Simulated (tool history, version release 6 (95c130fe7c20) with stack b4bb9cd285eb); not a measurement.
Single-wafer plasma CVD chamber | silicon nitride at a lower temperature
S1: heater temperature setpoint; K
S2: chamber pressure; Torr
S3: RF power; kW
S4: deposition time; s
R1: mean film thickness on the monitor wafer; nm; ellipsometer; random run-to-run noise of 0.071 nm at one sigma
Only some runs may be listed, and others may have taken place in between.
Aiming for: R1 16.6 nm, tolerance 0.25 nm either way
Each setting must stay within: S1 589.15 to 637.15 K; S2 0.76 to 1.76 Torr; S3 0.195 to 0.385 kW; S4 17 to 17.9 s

run,hour,S1,S2,S3,S4,R1
1,0,613.15,1.26,0.29,17.9,19.509
2,5.1,613.15,1.19,0.285,17.9,18.813
3,11,613.15,1.12,0.285,17.9,18.492
4,13.2,613.15,1.12,0.325,17.9,19.847
5,19.9,613.15,1.2,0.325,17.9,20.504
6,28.5,613.15,1.13,0.32,17.9,19.772
7,29.9,613.15,1.07,0.315,17.9,19.099
8,37.4,613.15,1.02,0.31,17.9,18.684
9,41.4,613.15,0.98,0.305,17.9,18.097
10,42.3,613.15,0.94,0.305,17.9,17.924
11,51,613.15,0.91,0.305,17.9,17.4
12,56.8,613.15,0.89,0.305,17.9,17.223
13,63.6,613.15,0.88,0.305,17.9,17.123
14,68.7,613.15,0.87,0.305,17.9,16.933
15,71.6,613.15,0.79,0.305,17.9,16.147
16,73,613.15,0.8,0.305,17.9,16.196

Exercise: of the 5 proposed moves below, exactly one satisfies all targets within the stated allowed misses. Which move is it?
A,74.4,625.15,0.84,0.32,17,?
B,74.4,612.15,0.76,0.325,17,?
C,74.4,612.15,0.94,0.27,17.9,?
D,74.4,617.15,0.8,0.295,17.8,?
E,74.4,600.15,0.84,0.3,17.2,?

move,R1
A,16.296
B,15.532
C,16.582
D,15.855
E,16.032
A: nearer than the last run, and not there yet
B: misses by more than the last run did
C: each result inside its tolerance
D: misses by more than the last run did
E: misses by more than the last run did
The right move is C.
